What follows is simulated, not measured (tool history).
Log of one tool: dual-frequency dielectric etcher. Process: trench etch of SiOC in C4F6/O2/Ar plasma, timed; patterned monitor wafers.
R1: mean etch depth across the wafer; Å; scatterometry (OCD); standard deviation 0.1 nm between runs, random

run 1 hour=0.0 | source_power_(W)=300 bias_power_(W)=235 etch_time_(s)=11 | R1=231.81
run 2 hour=3.5 | source_power_(W)=300 bias_power_(W)=208 etch_time_(s)=11 | R1=222.29
run 3 hour=8.5 | source_power_(W)=310 bias_power_(W)=209 etch_time_(s)=11 | R1=223.97
run 4 hour=14.9 | source_power_(W)=310 bias_power_(W)=187 etch_time_(s)=11 | R1=218.79
run 5 hour=19.1 | source_power_(W)=310 bias_power_(W)=206 etch_time_(s)=11 | R1=223.52
run 6 hour=20.5 | source_power_(W)=320 bias_power_(W)=208 etch_time_(s)=11 | R1=229.53
run 7 hour=28.3 | source_power_(W)=330 bias_power_(W)=209 etch_time_(s)=11 | R1=233.63
run 8 hour=31.1 | source_power_(W)=340 bias_power_(W)=209 etch_time_(s)=11 | R1=238.27

Run 9 has not been measured yet. What should we expect?
run 9 hour=37.2 | source_power_(W)=360 bias_power_(W)=210 etch_time_(s)=11 | R1=?

{"run 9": {"R1": 244.45}}
